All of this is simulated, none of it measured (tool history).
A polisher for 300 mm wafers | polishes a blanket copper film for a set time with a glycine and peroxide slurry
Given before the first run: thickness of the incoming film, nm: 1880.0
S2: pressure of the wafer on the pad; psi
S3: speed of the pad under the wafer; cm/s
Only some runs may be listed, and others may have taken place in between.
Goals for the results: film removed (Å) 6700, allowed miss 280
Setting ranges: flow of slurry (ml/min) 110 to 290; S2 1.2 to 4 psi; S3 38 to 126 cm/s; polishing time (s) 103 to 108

run 1 day=0 | flow_of_slurry_(ml/min)=185 S2=2.6 S3=82 polishing_time_(s)=103 | film_removed_(Å)=5247.2
run 2 day=0.179 | flow_of_slurry_(ml/min)=185 S2=2.6 S3=82 polishing_time_(s)=103 | film_removed_(Å)=5232.8
run 3 day=0.438 | flow_of_slurry_(ml/min)=220 S2=2.6 S3=82 polishing_time_(s)=103 | film_removed_(Å)=5389
run 4 day=0.596 | flow_of_slurry_(ml/min)=220 S2=2.7 S3=82 polishing_time_(s)=103 | film_removed_(Å)=5511.6
run 5 day=0.846 | flow_of_slurry_(ml/min)=220 S2=2.7 S3=82 polishing_time_(s)=103 | film_removed_(Å)=5501.1
run 6 day=1.192 | flow_of_slurry_(ml/min)=220 S2=2.8 S3=82 polishing_time_(s)=103 | film_removed_(Å)=5700.2
run 7 day=1.396 | flow_of_slurry_(ml/min)=220 S2=2.9 S3=82 polishing_time_(s)=103 | film_removed_(Å)=5789.8
run 8 day=1.688 | flow_of_slurry_(ml/min)=220 S2=3 S3=82 polishing_time_(s)=103 | film_removed_(Å)=5904.6
run 9 day=1.942 | flow_of_slurry_(ml/min)=220 S2=3.1 S3=82 polishing_time_(s)=103 | film_removed_(Å)=6035.3
run 10 day=1.975 | flow_of_slurry_(ml/min)=220 S2=3.2 S3=82 polishing_time_(s)=103 | film_removed_(Å)=6122.1

Which single option among these 5 for the next run brings every result within its allowed miss of target? Just one does.
run A day=2.008 | flow_of_slurry_(ml/min)=250 S2=3.3 S3=90 polishing_time_(s)=108 | film_removed_(Å)=?
run B day=2.008 | flow_of_slurry_(ml/min)=230 S2=2.5 S3=106 polishing_time_(s)=106 | film_removed_(Å)=?
run C day=2.008 | flow_of_slurry_(ml/min)=235 S2=3.9 S3=68 polishing_time_(s)=103 | film_removed_(Å)=?
run D day=2.008 | flow_of_slurry_(ml/min)=290 S2=3 S3=70 polishing_time_(s)=105 | film_removed_(Å)=?
run E day=2.008 | flow_of_slurry_(ml/min)=235 S2=3.5 S3=88 polishing_time_(s)=108 | film_removed_(Å)=?

move=A film_removed_(Å)=7033
move=B film_removed_(Å)=6460.2
move=C film_removed_(Å)=6084
move=D film_removed_(Å)=5434
move=E film_removed_(Å)=7156.5
A: the result that was furthest off in the last run now lies on the other side of its target
B: in spec on every target
C: its largest miss is bigger than the last run's
D: its largest miss is bigger than the last run's
E: the result that was furthest off in the last run now lies on the other side of its target
The move that meets every target is B.
